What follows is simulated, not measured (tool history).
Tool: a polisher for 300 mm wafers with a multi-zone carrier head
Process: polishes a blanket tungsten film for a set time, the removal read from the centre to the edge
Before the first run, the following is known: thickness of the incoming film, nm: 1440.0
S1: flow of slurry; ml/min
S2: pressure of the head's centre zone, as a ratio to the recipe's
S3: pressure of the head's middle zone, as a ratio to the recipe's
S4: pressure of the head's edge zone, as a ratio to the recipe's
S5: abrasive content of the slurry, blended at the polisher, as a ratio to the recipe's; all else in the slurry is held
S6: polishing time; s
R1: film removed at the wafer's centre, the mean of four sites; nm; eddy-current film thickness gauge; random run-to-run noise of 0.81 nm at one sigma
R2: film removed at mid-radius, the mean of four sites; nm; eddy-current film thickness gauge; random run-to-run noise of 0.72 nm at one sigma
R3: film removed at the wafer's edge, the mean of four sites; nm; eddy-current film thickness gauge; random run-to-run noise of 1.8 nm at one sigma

run 1 day=0 | S1=220 S2=1 S3=1 S4=1 S5=1 S6=56 | R1=202.19 R2=195.42 R3=194.36
run 2 day=0.225 | S1=215 S2=0.99 S3=0.97 S4=0.98 S5=0.9 S6=54 | R1=185.32 R2=180.22 R3=181.67
run 3 day=0.317 | S1=215 S2=0.91 S3=0.97 S4=0.98 S5=0.9 S6=54 | R1=172.79 R2=181.52 R3=181.44
run 4 day=0.429 | S1=215 S2=0.99 S3=0.97 S4=0.98 S5=0.9 S6=54 | R1=186.87 R2=179.87 R3=185.49
run 5 day=0.729 | S1=220 S2=1 S3=0.96 S4=0.96 S5=0.85 S6=51 | R1=175.16 R2=167.96 R3=172.96
-- day=0.996 worn pad replaced by a new one
run 6 day=0.996 | S1=220 S2=0.94 S3=0.96 S4=0.96 S5=0.85 S6=51 | R1=173.21 R2=176.02 R3=177.71
run 7 day=1.1 | S1=210 S2=0.97 S3=0.97 S4=0.98 S5=0.8 S6=49 | R1=169.97 R2=167.28 R3=174.76
run 8 day=1.442 | S1=210 S2=0.97 S3=0.94 S4=0.95 S5=0.8 S6=47 | R1=162.48 R2=157.46 R3=160.79

Run 9 is up next; what results do you expect?
run 9 day=1.638 | S1=205 S2=0.97 S3=0.92 S4=0.94 S5=0.75 S6=46 | R1=? R2=? R3=?

{"run 9": {"R1": 155.93, "R2": 147.16, "R3": 153.17}}
